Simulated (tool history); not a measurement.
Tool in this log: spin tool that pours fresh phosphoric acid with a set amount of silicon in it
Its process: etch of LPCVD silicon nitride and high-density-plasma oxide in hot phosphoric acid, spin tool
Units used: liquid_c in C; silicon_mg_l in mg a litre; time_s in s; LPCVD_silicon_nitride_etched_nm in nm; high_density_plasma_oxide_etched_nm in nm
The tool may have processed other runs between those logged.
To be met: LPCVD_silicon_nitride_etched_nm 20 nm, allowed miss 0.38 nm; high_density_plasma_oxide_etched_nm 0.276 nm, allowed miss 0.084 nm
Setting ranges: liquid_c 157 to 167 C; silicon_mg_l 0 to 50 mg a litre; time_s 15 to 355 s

run,day,liquid_c,silicon_mg_l,time_s,LPCVD_silicon_nitride_etched_nm,high_density_plasma_oxide_etched_nm
1,0,162,26,180,14.391,0.40343
2,0.2,163,31.5,190,15.761,0.3757
3,0.312,163,40,190,15.883,0.24218
4,0.425,164,41.5,195,16.685,0.20754
5,0.712,164.5,40,200,17.588,0.3057
6,0.771,164.5,40,120,10.469,0.16806
7,0.954,165,41,140,12.375,0.18035
8,1.254,165.5,41.5,155,14.094,0.22417
9,1.325,166,42.5,165,15.032,0.22502
10,1.446,167,45,220,20.829,0.2876
11,1.662,166.5,45,220,20.416,0.26045
12,1.725,166.5,44.5,220,20.405,0.25611
13,1.829,166.5,44,220,20.558,0.29263
14,1.896,166.5,44,220,20.446,0.28592

Which single option among these 4 for the next run brings every result within its allowed miss of target? Just one does.
A,1.962,167,43,220,?,?
B,1.962,164.5,42.5,230,?,?
C,1.962,167,46,225,?,?
D,1.962,165.5,49,235,?,?

move,LPCVD_silicon_nitride_etched_nm,high_density_plasma_oxide_etched_nm
A,20.849,0.31634
B,20.085,0.28763
C,21.322,0.28174
D,21.206,0.26414
A: misses by more than the last run did
B: meets every target
C: misses by more than the last run did
D: misses by more than the last run did
Correct choice: B, which meets every target
